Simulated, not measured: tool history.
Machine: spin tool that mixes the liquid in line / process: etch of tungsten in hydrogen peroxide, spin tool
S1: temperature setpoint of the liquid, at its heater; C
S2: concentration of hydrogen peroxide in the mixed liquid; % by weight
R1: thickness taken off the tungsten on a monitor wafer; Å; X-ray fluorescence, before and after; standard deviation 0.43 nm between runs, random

Run 1, hour 0: S1 51 C, S2 22.5 % by weight, time under the liquid (s) 50. Result: R1 824.71 Å.
Run 2, hour 3.1: S1 49.5 C, S2 22.5 % by weight, time under the liquid (s) 50. Result: R1 754.28 Å.
Run 3, hour 10.6: S1 49.5 C, S2 22.5 % by weight, time under the liquid (s) 50. Result: R1 760.95 Å.
Run 4, hour 17.3: S1 48 C, S2 22.5 % by weight, time under the liquid (s) 50. Result: R1 680.01 Å.
Run 5, hour 21.8: S1 48 C, S2 22.5 % by weight, time under the liquid (s) 55. Result: R1 755.36 Å.
Run 6, hour 27.8: S1 47 C, S2 22.5 % by weight, time under the liquid (s) 55. Result: R1 706.34 Å.

For run 7, what comes out?
Run 7, hour 28.8: S1 46 C, S2 22.5 % by weight, time under the liquid (s) 55. Result: R1 ?.

Run 7 gave R1 666.97 Å.
